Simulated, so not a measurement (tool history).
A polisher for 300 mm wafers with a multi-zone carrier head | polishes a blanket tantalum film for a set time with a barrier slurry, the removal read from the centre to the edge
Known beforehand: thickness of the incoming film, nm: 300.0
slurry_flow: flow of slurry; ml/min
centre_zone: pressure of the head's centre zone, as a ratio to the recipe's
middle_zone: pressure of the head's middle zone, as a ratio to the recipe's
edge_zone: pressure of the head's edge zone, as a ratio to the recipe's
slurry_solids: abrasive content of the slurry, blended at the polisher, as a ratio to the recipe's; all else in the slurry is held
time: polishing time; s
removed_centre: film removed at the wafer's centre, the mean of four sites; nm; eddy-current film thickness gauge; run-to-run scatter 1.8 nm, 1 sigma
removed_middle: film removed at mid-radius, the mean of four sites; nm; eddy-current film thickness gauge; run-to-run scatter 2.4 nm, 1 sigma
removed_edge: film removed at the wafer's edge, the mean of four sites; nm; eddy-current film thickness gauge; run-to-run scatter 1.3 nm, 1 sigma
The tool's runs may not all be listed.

run	hour	slurry_flow	centre_zone	middle_zone	edge_zone	slurry_solids	time	removed_centre	removed_middle	removed_edge
1	0.0	250	1.00	1.00	1.00	1.00	42	101.69	102.60	107.45
2	4.3	250	1.00	1.00	0.92	1.00	42	104.13	104.02	102.31
3	7.1	250	1.04	1.00	0.92	1.00	42	107.69	103.72	102.43
4	12.1	250	1.04	1.08	0.92	1.00	42	107.19	112.58	104.07
5	13.9	250	1.04	1.08	0.97	1.00	42	107.02	112.15	105.23
6	16.3	200	1.04	1.08	0.97	1.00	42	102.10	104.25	100.00
7	25.3	200	1.04	1.08	0.97	1.00	42	103.10	106.38	101.43
8	32.4	240	1.04	1.11	1.02	1.15	44	114.05	119.58	115.87
9	34.1	265	0.99	1.19	1.08	1.40	54	145.22	166.90	153.62

Estimate the outcome of run 10 from the log above:
# hour 41.3: slurry nozzle cleaned
10	41.3	275	0.96	1.19	1.15	1.50	55	?	?	?

Run 10 measured removed_centre 154.66 nm, removed_middle 190.37 nm, removed_edge 171.79 nm.
